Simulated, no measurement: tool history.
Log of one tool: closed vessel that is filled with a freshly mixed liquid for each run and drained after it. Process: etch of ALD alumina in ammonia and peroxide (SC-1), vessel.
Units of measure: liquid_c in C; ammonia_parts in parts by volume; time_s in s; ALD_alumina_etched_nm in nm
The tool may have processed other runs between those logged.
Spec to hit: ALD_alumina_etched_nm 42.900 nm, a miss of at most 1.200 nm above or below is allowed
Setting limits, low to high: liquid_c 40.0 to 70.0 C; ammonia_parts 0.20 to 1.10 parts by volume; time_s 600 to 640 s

run 1 hour=0.0 | liquid_c=56.0 ammonia_parts=0.60 time_s=600 | ALD_alumina_etched_nm=63.587
run 2 hour=7.6 | liquid_c=55.0 ammonia_parts=0.60 time_s=600 | ALD_alumina_etched_nm=60.579
run 3 hour=16.5 | liquid_c=54.5 ammonia_parts=0.60 time_s=600 | ALD_alumina_etched_nm=58.832
run 4 hour=24.3 | liquid_c=54.0 ammonia_parts=0.60 time_s=600 | ALD_alumina_etched_nm=57.392
run 5 hour=28.3 | liquid_c=59.0 ammonia_parts=0.60 time_s=600 | ALD_alumina_etched_nm=74.630
run 6 hour=34.8 | liquid_c=59.0 ammonia_parts=0.45 time_s=600 | ALD_alumina_etched_nm=72.564
run 7 hour=43.7 | liquid_c=51.0 ammonia_parts=0.40 time_s=600 | ALD_alumina_etched_nm=47.179
run 8 hour=50.0 | liquid_c=50.0 ammonia_parts=0.40 time_s=600 | ALD_alumina_etched_nm=44.603

Exactly one of the 4 candidate moves below puts every result within its allowed miss. Which one?
run A hour=56.3 | liquid_c=49.5 ammonia_parts=0.50 time_s=620 | ALD_alumina_etched_nm=?
run B hour=56.3 | liquid_c=51.5 ammonia_parts=0.30 time_s=600 | ALD_alumina_etched_nm=?
run C hour=56.3 | liquid_c=49.5 ammonia_parts=0.25 time_s=620 | ALD_alumina_etched_nm=?
run D hour=56.3 | liquid_c=50.5 ammonia_parts=0.40 time_s=610 | ALD_alumina_etched_nm=?

move=A ALD_alumina_etched_nm=45.576
move=B ALD_alumina_etched_nm=46.886
move=C ALD_alumina_etched_nm=42.672
move=D ALD_alumina_etched_nm=46.384
A: further off than the last run
B: further off than the last run
C: every result within its allowed miss
D: further off than the last run
Go with C: it meets all targets.
